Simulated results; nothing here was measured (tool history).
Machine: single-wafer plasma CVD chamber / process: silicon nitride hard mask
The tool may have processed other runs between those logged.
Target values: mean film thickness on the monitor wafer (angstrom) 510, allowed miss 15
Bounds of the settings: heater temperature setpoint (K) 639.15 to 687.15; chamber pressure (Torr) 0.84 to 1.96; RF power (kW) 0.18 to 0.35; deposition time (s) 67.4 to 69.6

run	hour	heater temperature setpoint (K)	chamber pressure (Torr)	RF power (kW)	deposition time (s)	mean film thickness on the monitor wafer (angstrom)
1	0	663.15	1.4	0.265	67.4	614.7
2	2.4	663.15	1.4	0.23	67.4	538.03
3	6.5	663.15	1.38	0.23	67.4	534.75
4	15.4	663.15	1.36	0.23	67.4	531.11
5	19.9	663.15	1.51	0.23	67.4	548.39
6	23.4	670.15	1.51	0.23	67.4	549.67
7	32.1	670.15	1.48	0.23	67.4	546.37
8	36.2	670.15	1.46	0.23	67.4	540.64
9	42.9	670.15	1.44	0.23	67.4	541.36
10	48.2	670.15	1.42	0.23	67.4	534.2

Exactly one of the 5 candidate moves below puts every result within its allowed miss. Which one?
A	53.5	671.15	1.43	0.205	67.4	?
B	53.5	675.15	1.72	0.22	69.6	?
C	53.5	660.15	1.33	0.225	67.4	?
D	53.5	671.15	1.41	0.205	67.4	?
E	53.5	661.15	1.39	0.205	67.7	?

move	mean film thickness on the monitor wafer (angstrom)
A	477.25
B	560.63
C	516.45
D	475.16
E	476.91
A: pushes the last run's worst result past its target
B: misses by more than the last run did
C: all results in spec
D: pushes the last run's worst result past its target
E: pushes the last run's worst result past its target
Move C is the one to make.
